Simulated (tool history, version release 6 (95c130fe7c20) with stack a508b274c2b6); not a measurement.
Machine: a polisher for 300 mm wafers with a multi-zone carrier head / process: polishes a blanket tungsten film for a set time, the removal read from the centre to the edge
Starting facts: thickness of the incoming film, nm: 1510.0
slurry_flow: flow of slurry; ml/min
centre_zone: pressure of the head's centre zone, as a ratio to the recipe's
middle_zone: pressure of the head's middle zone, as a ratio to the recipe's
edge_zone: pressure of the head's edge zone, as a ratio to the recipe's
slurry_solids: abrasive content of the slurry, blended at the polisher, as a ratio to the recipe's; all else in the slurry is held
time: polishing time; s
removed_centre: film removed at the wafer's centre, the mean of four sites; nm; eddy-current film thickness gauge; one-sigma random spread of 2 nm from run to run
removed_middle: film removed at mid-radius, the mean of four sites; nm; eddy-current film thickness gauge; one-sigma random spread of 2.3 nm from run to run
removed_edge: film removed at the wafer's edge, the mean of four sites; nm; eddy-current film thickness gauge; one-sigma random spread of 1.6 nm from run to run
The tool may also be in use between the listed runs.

run	hour	slurry_flow	centre_zone	middle_zone	edge_zone	slurry_solids	time	removed_centre	removed_middle	removed_edge
1	0	190	1	1	1	1	81	284.8	287.54	285.51
2	2.8	190	1.03	1	1	1	81	288.05	287.23	287.53
3	4.8	185	1.02	0.98	0.98	0.9	77	272.43	264.99	266.22
4	13.1	180	1	0.97	0.96	0.8	73	247.27	246.32	240.33
5	17.3	180	1	0.97	0.96	1	73	258.42	248.59	255.06
6	25.6	175	0.98	0.95	0.94	0.9	71	236.6	240.85	239.59
7	30	175	0.98	0.93	0.93	0.85	69	232.63	225.16	226.4
8	31.6	170	0.97	0.91	0.92	0.8	68	219.91	212.04	224.61
9	38.1	170	0.97	0.91	0.91	0.75	67	213.73	207.4	213.28

Run 10 is up next; what results do you expect?
10	45.7	170	0.97	0.9	0.9	0.7	67	?	?	?

removed_centre: 210.13 nm
removed_middle: 200.05 nm
removed_edge: 211.21 nm
